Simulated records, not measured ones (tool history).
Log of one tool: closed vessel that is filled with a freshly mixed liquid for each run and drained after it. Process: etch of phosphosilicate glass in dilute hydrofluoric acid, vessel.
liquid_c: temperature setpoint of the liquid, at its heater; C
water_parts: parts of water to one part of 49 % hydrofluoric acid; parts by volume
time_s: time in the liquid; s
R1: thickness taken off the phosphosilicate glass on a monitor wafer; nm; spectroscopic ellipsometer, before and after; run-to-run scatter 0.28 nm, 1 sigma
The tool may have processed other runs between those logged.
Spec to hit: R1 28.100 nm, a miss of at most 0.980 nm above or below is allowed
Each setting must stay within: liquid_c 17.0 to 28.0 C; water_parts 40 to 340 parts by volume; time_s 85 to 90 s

{"run": 1, "day": 0.0, "liquid_c": 20.0, "water_parts": 190, "time_s": 85, "R1": 49.235}
{"run": 2, "day": 0.35, "liquid_c": 19.5, "water_parts": 210, "time_s": 85, "R1": 43.14}
{"run": 3, "day": 0.492, "liquid_c": 19.0, "water_parts": 225, "time_s": 85, "R1": 38.774}
{"run": 4, "day": 0.808, "liquid_c": 18.5, "water_parts": 235, "time_s": 85, "R1": 35.89}
{"run": 5, "day": 1.133, "liquid_c": 18.5, "water_parts": 235, "time_s": 90, "R1": 38.025}
{"run": 6, "day": 1.367, "liquid_c": 20.5, "water_parts": 235, "time_s": 90, "R1": 41.496}
{"run": 7, "day": 1.554, "liquid_c": 19.5, "water_parts": 245, "time_s": 90, "R1": 38.058}
{"day": 1.829, "done": "hydrofluoric acid flow meter replaced"}
{"run": 8, "day": 1.829, "liquid_c": 19.0, "water_parts": 255, "time_s": 90, "R1": 31.221}
{"run": 9, "day": 2.129, "liquid_c": 18.5, "water_parts": 255, "time_s": 90, "R1": 31.555}
{"run": 10, "day": 2.262, "liquid_c": 18.0, "water_parts": 255, "time_s": 90, "R1": 30.429}

Which of these 5 next moves meets every target?
{"run": "A", "day": 2.396, "liquid_c": 18.0, "water_parts": 245, "time_s": 90, "R1": "?"}
{"run": "B", "day": 2.396, "liquid_c": 20.0, "water_parts": 240, "time_s": 85, "R1": "?"}
{"run": "C", "day": 2.396, "liquid_c": 17.0, "water_parts": 225, "time_s": 90, "R1": "?"}
{"run": "D", "day": 2.396, "liquid_c": 17.0, "water_parts": 250, "time_s": 85, "R1": "?"}
{"run": "E", "day": 2.396, "liquid_c": 21.0, "water_parts": 245, "time_s": 85, "R1": "?"}

move=A R1=32.403
move=B R1=33.871
move=C R1=34.549
move=D R1=28.726
move=E R1=34.283
A: moves away from the targets compared with the last run
B: moves away from the targets compared with the last run
C: moves away from the targets compared with the last run
D: every result lands within tolerance
E: moves away from the targets compared with the last run
Correct choice: D, which meets every target

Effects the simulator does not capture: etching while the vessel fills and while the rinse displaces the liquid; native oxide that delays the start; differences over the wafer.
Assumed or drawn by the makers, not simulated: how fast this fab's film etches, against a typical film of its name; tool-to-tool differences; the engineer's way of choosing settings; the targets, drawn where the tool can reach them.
